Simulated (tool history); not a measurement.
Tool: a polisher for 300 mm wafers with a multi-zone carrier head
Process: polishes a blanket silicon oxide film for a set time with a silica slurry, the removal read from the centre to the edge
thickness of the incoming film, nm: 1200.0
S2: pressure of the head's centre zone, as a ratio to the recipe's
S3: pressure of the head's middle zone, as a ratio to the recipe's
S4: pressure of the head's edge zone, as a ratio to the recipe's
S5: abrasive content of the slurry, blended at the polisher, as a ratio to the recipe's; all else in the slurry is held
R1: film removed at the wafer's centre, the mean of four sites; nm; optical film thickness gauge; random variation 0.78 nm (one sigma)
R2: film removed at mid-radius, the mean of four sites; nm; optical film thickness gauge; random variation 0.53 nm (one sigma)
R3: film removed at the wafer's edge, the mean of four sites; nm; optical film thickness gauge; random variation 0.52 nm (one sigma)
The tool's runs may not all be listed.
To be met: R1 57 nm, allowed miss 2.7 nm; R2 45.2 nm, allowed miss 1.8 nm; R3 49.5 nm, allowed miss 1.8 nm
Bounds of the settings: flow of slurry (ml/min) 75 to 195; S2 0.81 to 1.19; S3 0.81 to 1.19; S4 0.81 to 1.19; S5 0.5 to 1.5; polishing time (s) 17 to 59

{"run": 1, "hour": 0.0, "flow of slurry (ml/min)": 125, "S2": 1, "S3": 1, "S4": 1, "S5": 1, "polishing time (s)": 38, "R1": 63.563, "R2": 64.364, "R3": 63.813}
{"run": 2, "hour": 7.9, "flow of slurry (ml/min)": 125, "S2": 1, "S3": 1, "S4": 0.94, "S5": 1, "polishing time (s)": 38, "R1": 62.954, "R2": 63.111, "R3": 60.03}
{"run": 3, "hour": 10.7, "flow of slurry (ml/min)": 115, "S2": 1.02, "S3": 0.94, "S4": 0.91, "S5": 0.95, "polishing time (s)": 38, "R1": 63.044, "R2": 57.684, "R3": 57.492}
{"run": 4, "hour": 19.6, "flow of slurry (ml/min)": 115, "S2": 1.02, "S3": 0.94, "S4": 0.91, "S5": 1.1, "polishing time (s)": 38, "R1": 64.536, "R2": 60.86, "R3": 61.947}
{"run": 5, "hour": 24.5, "flow of slurry (ml/min)": 115, "S2": 1.02, "S3": 0.94, "S4": 0.94, "S5": 1.1, "polishing time (s)": 38, "R1": 64.85, "R2": 60.449, "R3": 62.093}
{"run": 6, "hour": 27.0, "flow of slurry (ml/min)": 115, "S2": 1.02, "S3": 0.85, "S4": 0.94, "S5": 1.1, "polishing time (s)": 38, "R1": 64.426, "R2": 55.513, "R3": 62.246}
{"run": 7, "hour": 35.1, "flow of slurry (ml/min)": 110, "S2": 1.02, "S3": 0.84, "S4": 0.91, "S5": 1, "polishing time (s)": 38, "R1": 60.718, "R2": 54.097, "R3": 58.002}
{"run": 8, "hour": 40.1, "flow of slurry (ml/min)": 105, "S2": 1.05, "S3": 0.83, "S4": 0.92, "S5": 0.9, "polishing time (s)": 37, "R1": 58.543, "R2": 49.543, "R3": 55.079}
{"run": 9, "hour": 44.7, "flow of slurry (ml/min)": 90, "S2": 1.1, "S3": 0.81, "S4": 0.82, "S5": 0.8, "polishing time (s)": 37, "R1": 52.658, "R2": 43.003, "R3": 47.698}
{"hour": 46.8, "done": "slurry nozzle cleaned"}
{"run": 10, "hour": 46.8, "flow of slurry (ml/min)": 115, "S2": 1.13, "S3": 0.82, "S4": 0.84, "S5": 0.8, "polishing time (s)": 37, "R1": 67.916, "R2": 50.324, "R3": 54.4}
{"run": 11, "hour": 49.0, "flow of slurry (ml/min)": 105, "S2": 1.13, "S3": 0.82, "S4": 0.84, "S5": 0.8, "polishing time (s)": 37, "R1": 65.235, "R2": 48.937, "R3": 52.657}
{"run": 12, "hour": 51.0, "flow of slurry (ml/min)": 100, "S2": 1.13, "S3": 0.82, "S4": 0.84, "S5": 0.8, "polishing time (s)": 37, "R1": 64.675, "R2": 49.299, "R3": 51.369}
{"run": 13, "hour": 53.7, "flow of slurry (ml/min)": 100, "S2": 1.12, "S3": 0.82, "S4": 0.84, "S5": 0.8, "polishing time (s)": 37, "R1": 63.581, "R2": 48.782, "R3": 52.325}
{"run": 14, "hour": 60.2, "flow of slurry (ml/min)": 80, "S2": 1.08, "S3": 0.81, "S4": 0.82, "S5": 0.7, "polishing time (s)": 37, "R1": 53.372, "R2": 41.979, "R3": 46.818}
{"run": 15, "hour": 62.7, "flow of slurry (ml/min)": 105, "S2": 1.08, "S3": 0.82, "S4": 0.85, "S5": 0.7, "polishing time (s)": 37, "R1": 58.879, "R2": 47.465, "R3": 50.985}

4 next moves are on the table. One of them brings every result within its allowed miss. Which?
{"run": "A", "hour": 65.2, "flow of slurry (ml/min)": 135, "S2": 1.11, "S3": 0.85, "S4": 0.85, "S5": 0.8, "polishing time (s)": 33, "R1": "?", "R2": "?", "R3": "?"}
{"run": "B", "hour": 65.2, "flow of slurry (ml/min)": 115, "S2": 1.09, "S3": 0.85, "S4": 0.84, "S5": 0.75, "polishing time (s)": 36, "R1": "?", "R2": "?", "R3": "?"}
{"run": "C", "hour": 65.2, "flow of slurry (ml/min)": 105, "S2": 1.08, "S3": 0.81, "S4": 0.86, "S5": 0.6, "polishing time (s)": 38, "R1": "?", "R2": "?", "R3": "?"}
{"run": "D", "hour": 65.2, "flow of slurry (ml/min)": 90, "S2": 1.09, "S3": 0.97, "S4": 0.83, "S5": 0.85, "polishing time (s)": 34, "R1": "?", "R2": "?", "R3": "?"}

move=A R1=62.227 R2=47.929 R3=49.69
move=B R1=62.189 R2=49.059 R3=51.22
move=C R1=58.124 R2=44.675 R3=49.427
move=D R1=56.223 R2=50.045 R3=47.71
A: further off than the last run
B: further off than the last run
C: meets every target
D: further off than the last run
Move C is the one to make.
